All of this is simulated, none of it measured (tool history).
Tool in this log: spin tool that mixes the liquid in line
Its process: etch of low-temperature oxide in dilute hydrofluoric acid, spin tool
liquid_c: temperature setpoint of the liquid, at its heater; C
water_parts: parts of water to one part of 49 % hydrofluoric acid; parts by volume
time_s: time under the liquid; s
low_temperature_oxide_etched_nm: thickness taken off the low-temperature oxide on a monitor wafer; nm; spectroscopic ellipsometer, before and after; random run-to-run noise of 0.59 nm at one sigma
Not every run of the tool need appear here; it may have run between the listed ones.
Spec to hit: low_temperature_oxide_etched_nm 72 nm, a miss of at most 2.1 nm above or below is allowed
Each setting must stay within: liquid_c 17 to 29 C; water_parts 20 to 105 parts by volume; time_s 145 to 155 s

run    day  liquid_c  water_parts  time_s  low_temperature_oxide_etched_nm
  1      0        21           55     145                           51.352
  2  0.192        22           55     145                           53.142
  3  0.346        22           55     155                           57.514
  4  0.625        24           55     155                           62.151
  5  0.862        24           55     155                           62.107
  6  1.075      24.5           55     155                           62.369
  7  1.442        25           55     155                           64.407
  8  1.583      25.5           55     155                           66.698

Exactly one of the 5 candidate moves below puts every result within its allowed miss. Which one?
  A  1.725        27           50     155                                ?
  B  1.725      22.5           45     155                                ?
  C  1.725        26           50     155                                ?
  D  1.725      23.5           50     155                                ?
  E  1.725      26.5           55     150                                ?

move  low_temperature_oxide_etched_nm
   A                           77.688
   B                            72.07
   C                           74.575
   D                           67.233
   E                           66.517
A: pushes the last run's worst result past its target
B: meets every target
C: pushes the last run's worst result past its target
D: better than the last run, though not everything is in spec
E: no better and no worse than the last run
The right move is B.
